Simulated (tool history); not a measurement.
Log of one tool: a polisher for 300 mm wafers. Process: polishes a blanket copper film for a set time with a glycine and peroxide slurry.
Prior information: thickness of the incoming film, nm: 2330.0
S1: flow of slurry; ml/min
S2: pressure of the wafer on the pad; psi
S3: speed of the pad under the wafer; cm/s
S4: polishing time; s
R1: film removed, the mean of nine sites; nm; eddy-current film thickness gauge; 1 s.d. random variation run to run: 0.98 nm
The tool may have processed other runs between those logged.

| run | hour | S1 | S2 | S3 | S4 | R1 |
|---|---|---|---|---|---|---|
| 1 | 0 | 155 | 3 | 80 | 43 | 216.77 |
| 2 | 4.3 | 150 | 2.6 | 74 | 43 | 179.48 |
| 3 | 9.7 | 150 | 3.1 | 74 | 43 | 207.36 |
| 4 | 18.2 | 150 | 3.1 | 74 | 43 | 210.56 |
| 5 | 20.7 | 175 | 3.1 | 74 | 43 | 213.87 |
| 6 | 29.4 | 150 | 3.1 | 74 | 43 | 208.61 |
| 7 | 34.1 | 150 | 3.1 | 74 | 43 | 206.19 |
| 8 | 36.3 | 125 | 2.3 | 54 | 43 | 127.35 |
| 9 | 41.4 | 120 | 2.2 | 54 | 43 | 122.42 |

Forecast run 10:
| 10 | 49 | 115 | 2.1 | 54 | 43 | ? |

Run 10 yielded R1 118.01 nm.

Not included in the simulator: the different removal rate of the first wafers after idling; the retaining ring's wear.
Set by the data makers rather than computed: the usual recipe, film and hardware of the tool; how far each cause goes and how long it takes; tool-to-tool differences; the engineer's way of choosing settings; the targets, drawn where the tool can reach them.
